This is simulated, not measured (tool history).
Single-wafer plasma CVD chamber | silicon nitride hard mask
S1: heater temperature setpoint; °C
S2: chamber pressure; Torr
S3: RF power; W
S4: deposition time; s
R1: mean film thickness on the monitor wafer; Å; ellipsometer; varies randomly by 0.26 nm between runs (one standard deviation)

run	hour	S1	S2	S3	S4	R1
1	0.0	420	1.55	325	50.0	613.23
2	2.9	420	1.55	325	50.0	612.24
3	6.9	420	1.55	290	50.0	557.75
4	8.9	420	1.49	285	50.0	547.26
5	15.1	420	1.49	300	50.0	572.68
# hour 19.0: capacitance manometer re-zeroed and calibrated
6	19.0	420	1.49	300	50.0	577.31
7	25.7	420	1.49	300	50.0	581.81

Run 8 comes next. What will it give?
8	31.5	420	1.18	260	50.0	?

R1: 484.08 Å
